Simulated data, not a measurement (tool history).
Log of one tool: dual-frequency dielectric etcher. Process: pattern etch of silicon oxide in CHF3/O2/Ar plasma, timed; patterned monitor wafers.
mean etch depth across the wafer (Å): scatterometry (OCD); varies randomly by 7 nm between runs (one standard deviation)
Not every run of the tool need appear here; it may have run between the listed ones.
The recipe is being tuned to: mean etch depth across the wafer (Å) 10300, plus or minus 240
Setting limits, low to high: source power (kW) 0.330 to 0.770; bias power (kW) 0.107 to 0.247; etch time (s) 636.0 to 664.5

| run | day | source power (kW) | bias power (kW) | etch time (s) | mean etch depth across the wafer (Å) |
|---|---|---|---|---|---|
| 1 | 0.000 | 0.550 | 0.177 | 636.0 | 12892 |
| 2 | 0.292 | 0.550 | 0.155 | 636.0 | 12513 |
| 3 | 0.421 | 0.500 | 0.146 | 636.0 | 11555 |
| 4 | 0.538 | 0.480 | 0.145 | 636.0 | 11199 |
| 5 | 0.862 | 0.460 | 0.144 | 636.0 | 10912 |
| 6 | 1.183 | 0.450 | 0.143 | 636.0 | 10897 |
| 7 | 1.358 | 0.440 | 0.142 | 636.0 | 10711 |
| 8 | 1.679 | 0.430 | 0.142 | 636.0 | 10540 |

Next run, 4 choices. One meets every target within its allowed miss, the rest don't. Which?
| A | 2.000 | 0.480 | 0.122 | 651.0 | ? |
| B | 2.000 | 0.450 | 0.129 | 656.5 | ? |
| C | 2.000 | 0.370 | 0.144 | 659.0 | ? |
| D | 2.000 | 0.460 | 0.138 | 653.5 | ? |

| move | mean etch depth across the wafer (Å) |
|---|---|
| A | 10721 |
| B | 10723 |
| C | 10262 |
| D | 11061 |
A: further off than the last run
B: further off than the last run
C: every result within its allowed miss
D: further off than the last run
The move that meets every target is C.

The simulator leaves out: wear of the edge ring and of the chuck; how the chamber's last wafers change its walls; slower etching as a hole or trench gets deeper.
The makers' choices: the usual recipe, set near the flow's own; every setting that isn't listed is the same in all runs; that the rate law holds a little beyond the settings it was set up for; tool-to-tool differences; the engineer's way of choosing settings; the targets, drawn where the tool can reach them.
